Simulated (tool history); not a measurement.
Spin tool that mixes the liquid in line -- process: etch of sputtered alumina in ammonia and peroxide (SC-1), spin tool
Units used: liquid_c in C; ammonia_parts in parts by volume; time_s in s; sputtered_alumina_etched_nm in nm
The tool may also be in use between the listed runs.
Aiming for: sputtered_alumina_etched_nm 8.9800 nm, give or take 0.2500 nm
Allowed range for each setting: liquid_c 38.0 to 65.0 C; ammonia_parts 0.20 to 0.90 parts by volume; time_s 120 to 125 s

{"run": 1, "hour": 0.0, "liquid_c": 49.0, "ammonia_parts": 0.5, "time_s": 120, "sputtered_alumina_etched_nm": 5.7931}
{"run": 2, "hour": 1.9, "liquid_c": 49.0, "ammonia_parts": 0.35, "time_s": 120, "sputtered_alumina_etched_nm": 5.5846}
{"run": 3, "hour": 7.1, "liquid_c": 49.0, "ammonia_parts": 0.25, "time_s": 120, "sputtered_alumina_etched_nm": 5.4391}
{"run": 4, "hour": 9.6, "liquid_c": 51.5, "ammonia_parts": 0.25, "time_s": 120, "sputtered_alumina_etched_nm": 6.2145}
{"run": 5, "hour": 13.7, "liquid_c": 53.5, "ammonia_parts": 0.25, "time_s": 120, "sputtered_alumina_etched_nm": 6.9852}
{"run": 6, "hour": 16.7, "liquid_c": 55.0, "ammonia_parts": 0.25, "time_s": 120, "sputtered_alumina_etched_nm": 7.5695}
{"run": 7, "hour": 17.3, "liquid_c": 56.0, "ammonia_parts": 0.25, "time_s": 120, "sputtered_alumina_etched_nm": 8.0288}
{"run": 8, "hour": 17.9, "liquid_c": 56.5, "ammonia_parts": 0.25, "time_s": 120, "sputtered_alumina_etched_nm": 8.1488}
{"run": 9, "hour": 24.6, "liquid_c": 57.0, "ammonia_parts": 0.25, "time_s": 120, "sputtered_alumina_etched_nm": 8.3965}
{"run": 10, "hour": 26.9, "liquid_c": 57.5, "ammonia_parts": 0.25, "time_s": 120, "sputtered_alumina_etched_nm": 8.6314}

Below are 4 possible settings for the next run. Only one of them brings all results inside the allowed miss of their targets. Which is it?
{"run": "A", "hour": 29.2, "liquid_c": 57.0, "ammonia_parts": 0.25, "time_s": 120, "sputtered_alumina_etched_nm": "?"}
{"run": "B", "hour": 29.2, "liquid_c": 57.0, "ammonia_parts": 0.3, "time_s": 120, "sputtered_alumina_etched_nm": "?"}
{"run": "C", "hour": 29.2, "liquid_c": 58.5, "ammonia_parts": 0.25, "time_s": 125, "sputtered_alumina_etched_nm": "?"}
{"run": "D", "hour": 29.2, "liquid_c": 57.0, "ammonia_parts": 0.3, "time_s": 125, "sputtered_alumina_etched_nm": "?"}

move=A sputtered_alumina_etched_nm=8.3779
move=B sputtered_alumina_etched_nm=8.5241
move=C sputtered_alumina_etched_nm=9.4372
move=D sputtered_alumina_etched_nm=8.8792
A: further off than the last run
B: further off than the last run
C: the result that was furthest off in the last run now lies on the other side of its target
D: each result inside its tolerance
D meets every target.
